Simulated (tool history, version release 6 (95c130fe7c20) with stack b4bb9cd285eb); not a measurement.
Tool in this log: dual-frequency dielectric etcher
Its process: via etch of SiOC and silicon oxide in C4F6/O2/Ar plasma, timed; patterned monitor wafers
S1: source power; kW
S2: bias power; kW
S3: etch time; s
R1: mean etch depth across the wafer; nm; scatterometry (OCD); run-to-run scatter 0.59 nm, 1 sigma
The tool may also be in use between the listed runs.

run 1 hour=0 | S1=0.37 S2=0.212 S3=101.5 | R1=129.43
run 2 hour=3.6 | S1=0.33 S2=0.212 S3=101.5 | R1=121.82
run 3 hour=5.9 | S1=0.35 S2=0.213 S3=101.5 | R1=125.8
run 4 hour=10.2 | S1=0.36 S2=0.214 S3=101.5 | R1=127.33
run 5 hour=15 | S1=0.37 S2=0.215 S3=101.5 | R1=129.36
run 6 hour=18.5 | S1=0.38 S2=0.216 S3=101.5 | R1=131.31
run 7 hour=19.2 | S1=0.39 S2=0.217 S3=101.5 | R1=134.16
-- hour=20 source power generator calibrated
run 8 hour=20 | S1=0.4 S2=0.218 S3=101.5 | R1=133.43

Estimate the outcome of run 9 from the log above:
run 9 hour=21.1 | S1=0.41 S2=0.219 S3=101.5 | R1=?

R1: 134.7 nm
